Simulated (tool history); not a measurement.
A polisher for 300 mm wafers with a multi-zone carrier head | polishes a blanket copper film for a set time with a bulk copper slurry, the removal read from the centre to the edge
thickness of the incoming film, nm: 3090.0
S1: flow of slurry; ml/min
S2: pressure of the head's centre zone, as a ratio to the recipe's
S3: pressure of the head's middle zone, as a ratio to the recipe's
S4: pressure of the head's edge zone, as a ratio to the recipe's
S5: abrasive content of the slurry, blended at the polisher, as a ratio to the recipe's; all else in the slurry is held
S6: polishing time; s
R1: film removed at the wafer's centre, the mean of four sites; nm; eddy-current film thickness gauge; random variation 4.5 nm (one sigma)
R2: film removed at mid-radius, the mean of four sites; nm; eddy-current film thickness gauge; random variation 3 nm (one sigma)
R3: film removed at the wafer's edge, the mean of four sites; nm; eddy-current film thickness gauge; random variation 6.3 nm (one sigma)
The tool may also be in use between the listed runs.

run 1 hour=0 | S1=250 S2=1 S3=1 S4=1 S5=1 S6=57 | R1=446.92 R2=438.62 R3=447.21
run 2 hour=5.2 | S1=270 S2=1.03 S3=0.99 S4=1.01 S5=1 S6=57 | R1=475.72 R2=434.84 R3=463.27
run 3 hour=9.9 | S1=290 S2=1.04 S3=0.99 S4=1 S5=1 S6=57 | R1=486.11 R2=440.82 R3=460.55
run 4 hour=16.3 | S1=305 S2=1.05 S3=0.99 S4=1 S5=1 S6=57 | R1=488.33 R2=437.73 R3=453.31
run 5 hour=24.8 | S1=305 S2=0.99 S3=0.99 S4=1 S5=1 S6=57 | R1=461.19 R2=437.8 R3=448.75
run 6 hour=27 | S1=305 S2=0.99 S3=0.99 S4=1 S5=0.8 S6=57 | R1=434.62 R2=420.92 R3=447.13
run 7 hour=31.9 | S1=305 S2=0.99 S3=0.99 S4=1 S5=0.8 S6=57 | R1=434.67 R2=420.39 R3=433.59
run 8 hour=35.4 | S1=310 S2=1.03 S3=1 S4=1.02 S5=0.8 S6=57 | R1=453.55 R2=420.93 R3=437.25
run 9 hour=44.1 | S1=300 S2=1.05 S3=1 S4=1.03 S5=0.85 S6=57 | R1=466.91 R2=428.77 R3=447.35
run 10 hour=46.8 | S1=300 S2=1.07 S3=1 S4=1.05 S5=0.9 S6=57 | R1=483.15 R2=432.94 R3=452.23
run 11 hour=54.4 | S1=295 S2=1.08 S3=1 S4=1.06 S5=0.95 S6=57 | R1=499.68 R2=432.64 R3=460.64
run 12 hour=55.1 | S1=295 S2=1.09 S3=1 S4=1.07 S5=0.95 S6=57 | R1=501.24 R2=435.62 R3=468.99
-- hour=59.1 worn pad replaced by a new one
run 13 hour=59.1 | S1=300 S2=1.1 S3=1 S4=1.07 S5=0.95 S6=57 | R1=562.88 R2=493.16 R3=528.29

The next listed run, before its measurement:
run 14 hour=64.1 | S1=285 S2=1.1 S3=0.99 S4=1.05 S5=1 S6=57 | R1=? R2=? R3=?

{"run 14": {"R1": 561.78, "R2": 487.77, "R3": 528.43}}

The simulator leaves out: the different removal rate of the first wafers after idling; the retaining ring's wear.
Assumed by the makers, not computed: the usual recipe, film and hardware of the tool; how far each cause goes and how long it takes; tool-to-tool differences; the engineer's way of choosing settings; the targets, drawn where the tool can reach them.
